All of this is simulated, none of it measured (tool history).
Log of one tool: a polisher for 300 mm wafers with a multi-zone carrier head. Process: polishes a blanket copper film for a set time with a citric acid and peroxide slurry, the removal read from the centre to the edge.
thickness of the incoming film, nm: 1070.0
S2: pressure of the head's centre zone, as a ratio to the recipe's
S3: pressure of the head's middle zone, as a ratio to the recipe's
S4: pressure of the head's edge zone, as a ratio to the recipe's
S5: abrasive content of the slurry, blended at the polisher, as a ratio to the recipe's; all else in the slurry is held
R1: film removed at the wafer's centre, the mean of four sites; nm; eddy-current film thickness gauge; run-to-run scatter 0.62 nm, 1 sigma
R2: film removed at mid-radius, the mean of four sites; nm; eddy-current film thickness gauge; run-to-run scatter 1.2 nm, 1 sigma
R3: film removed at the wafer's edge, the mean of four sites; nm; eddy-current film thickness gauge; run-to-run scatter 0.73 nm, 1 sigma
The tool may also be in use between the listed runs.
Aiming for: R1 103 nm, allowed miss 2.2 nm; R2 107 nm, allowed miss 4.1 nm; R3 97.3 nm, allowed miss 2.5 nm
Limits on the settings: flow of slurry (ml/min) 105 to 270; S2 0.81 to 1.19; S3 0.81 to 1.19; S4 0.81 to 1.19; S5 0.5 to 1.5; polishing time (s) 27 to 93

run 1 day=0 | flow_of_slurry_(ml/min)=175 S2=1 S3=1 S4=1 S5=1 polishing_time_(s)=59 | R1=72.429 R2=71.947 R3=71.824
run 2 day=0.238 | flow_of_slurry_(ml/min)=185 S2=1.02 S3=1.04 S4=1.04 S5=1.1 polishing_time_(s)=60 | R1=77.266 R2=78.535 R3=76.308
run 3 day=0.471 | flow_of_slurry_(ml/min)=195 S2=1.04 S3=1.06 S4=1.07 S5=1.2 polishing_time_(s)=61 | R1=82.097 R2=83.168 R3=79.576
run 4 day=0.8 | flow_of_slurry_(ml/min)=200 S2=1.05 S3=1.08 S4=1.09 S5=1.25 polishing_time_(s)=63 | R1=85.98 R2=86.543 R3=85.953
run 5 day=0.896 | flow_of_slurry_(ml/min)=210 S2=1.06 S3=1.11 S4=1.08 S5=1.3 polishing_time_(s)=64 | R1=88.769 R2=89.806 R3=85.279
run 6 day=0.983 | flow_of_slurry_(ml/min)=215 S2=1.06 S3=1.13 S4=1.09 S5=1.35 polishing_time_(s)=65 | R1=91.064 R2=94.038 R3=89.924
run 7 day=1.025 | flow_of_slurry_(ml/min)=220 S2=1.07 S3=1.14 S4=1.08 S5=1.4 polishing_time_(s)=66 | R1=94.426 R2=99.096 R3=91.151
run 8 day=1.117 | flow_of_slurry_(ml/min)=225 S2=1.08 S3=1.15 S4=1.09 S5=1.4 polishing_time_(s)=66 | R1=95.526 R2=98.949 R3=90.966
run 9 day=1.162 | flow_of_slurry_(ml/min)=230 S2=1.09 S3=1.16 S4=1.1 S5=1.4 polishing_time_(s)=66 | R1=96.012 R2=102.23 R3=92.189
run 10 day=1.3 | flow_of_slurry_(ml/min)=230 S2=1.09 S3=1.16 S4=1.1 S5=1.4 polishing_time_(s)=66 | R1=96.379 R2=100.25 R3=91.771
run 11 day=1.629 | flow_of_slurry_(ml/min)=235 S2=1.1 S3=1.17 S4=1.11 S5=1.4 polishing_time_(s)=66 | R1=97.526 R2=102.55 R3=92.712
run 12 day=1.912 | flow_of_slurry_(ml/min)=240 S2=1.11 S3=1.17 S4=1.12 S5=1.4 polishing_time_(s)=66 | R1=98.148 R2=101.84 R3=92.652
run 13 day=2.088 | flow_of_slurry_(ml/min)=240 S2=1.11 S3=1.17 S4=1.12 S5=1.4 polishing_time_(s)=66 | R1=97.579 R2=102.2 R3=92.859
run 14 day=2.162 | flow_of_slurry_(ml/min)=240 S2=1.12 S3=1.17 S4=1.13 S5=1.4 polishing_time_(s)=66 | R1=98.623 R2=100.75 R3=93.725
run 15 day=2.229 | flow_of_slurry_(ml/min)=245 S2=1.12 S3=1.17 S4=1.13 S5=1.4 polishing_time_(s)=66 | R1=98.786 R2=99.396 R3=94.012

Exercise: of the 5 proposed moves below, exactly one satisfies all targets within the stated allowed misses. Which move is it?
run A day=2.296 | flow_of_slurry_(ml/min)=240 S2=1.11 S3=1.13 S4=1.16 S5=1.45 polishing_time_(s)=63 | R1=? R2=? R3=?
run B day=2.296 | flow_of_slurry_(ml/min)=265 S2=1.11 S3=1.17 S4=1.12 S5=1.4 polishing_time_(s)=69 | R1=? R2=? R3=?
run C day=2.296 | flow_of_slurry_(ml/min)=240 S2=1.11 S3=0.99 S4=1.16 S5=1.5 polishing_time_(s)=67 | R1=? R2=? R3=?
run D day=2.296 | flow_of_slurry_(ml/min)=160 S2=1.04 S3=1.19 S4=1.11 S5=1.5 polishing_time_(s)=70 | R1=? R2=? R3=?
run E day=2.296 | flow_of_slurry_(ml/min)=210 S2=1.01 S3=1.19 S4=1.19 S5=1.5 polishing_time_(s)=67 | R1=? R2=? R3=?

move=A R1=93.49 R2=94.599 R3=89.844
move=B R1=102.9 R2=106.55 R3=97.097
move=C R1=100.11 R2=92.581 R3=96.421
move=D R1=94.442 R2=103.61 R3=94.637
move=E R1=93.146 R2=103.4 R3=95.964
A: lands further from the targets than the last run did
B: each result inside its tolerance
C: lands further from the targets than the last run did
D: lands further from the targets than the last run did
E: lands further from the targets than the last run did
Correct choice: B, which meets every target
